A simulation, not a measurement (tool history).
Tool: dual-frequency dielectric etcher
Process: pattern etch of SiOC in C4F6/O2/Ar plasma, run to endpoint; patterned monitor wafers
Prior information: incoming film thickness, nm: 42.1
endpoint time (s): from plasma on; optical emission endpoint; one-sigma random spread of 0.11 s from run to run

run  hour  bias power (kW)  source power (kW)  endpoint time (s)
  1   0.0            0.356              0.380             18.350
  2   0.9            0.330              0.370             19.106
  3   4.2            0.375              0.370             18.130
  4   5.3            0.348              0.360             18.852
  5   8.2            0.348              0.400             18.322
  6  13.2            0.348              0.460             17.455
  7  14.1            0.313              0.450             18.414
  8  15.5            0.291              0.450             18.776

Estimate the outcome of run 9 from the log above:
  9  23.4            0.272              0.450                  ?

endpoint time (s): 19.295
